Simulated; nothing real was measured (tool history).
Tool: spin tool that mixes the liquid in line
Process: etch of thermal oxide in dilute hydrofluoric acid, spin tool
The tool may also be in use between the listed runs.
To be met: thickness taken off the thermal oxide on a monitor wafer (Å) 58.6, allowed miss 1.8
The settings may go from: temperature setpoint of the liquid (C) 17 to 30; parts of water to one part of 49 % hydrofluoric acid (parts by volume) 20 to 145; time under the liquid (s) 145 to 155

run,hour,temperature setpoint of the liquid (C),parts of water to one part of 49 % hydrofluoric acid (parts by volume),time under the liquid (s),thickness taken off the thermal oxide on a monitor wafer (Å)
1,0,22,80,145,80.806
2,2.8,22,100,145,64.13
3,5.5,22,100,145,62.601
4,11.3,22,80,145,81.063
5,18.5,20.5,85,145,71.935
6,21.9,20.5,85,155,76.953
7,29.5,20.5,85,155,77.523
8,31.8,19.5,90,155,68.655
9,40.3,19,90,155,67.66
10,43.4,19,90,155,67.059
11,45.9,18.5,90,155,67.113
12,47.6,18,90,155,64.024
13,53.2,17.5,90,155,64.741

Which of these 5 next moves meets every target?
A,58.8,18,85,155,?
B,58.8,17,90,155,?
C,58.8,18.5,85,155,?
D,58.8,17.5,100,150,?
E,58.8,17.5,90,145,?

move,thickness taken off the thermal oxide on a monitor wafer (Å)
A,67.914
B,61.154
C,69.359
D,53.83
E,58.433
A: further off than the last run
B: nearer than the last run, and not there yet
C: further off than the last run
D: takes the result that was furthest off past its target
E: meets every target
Answer: E

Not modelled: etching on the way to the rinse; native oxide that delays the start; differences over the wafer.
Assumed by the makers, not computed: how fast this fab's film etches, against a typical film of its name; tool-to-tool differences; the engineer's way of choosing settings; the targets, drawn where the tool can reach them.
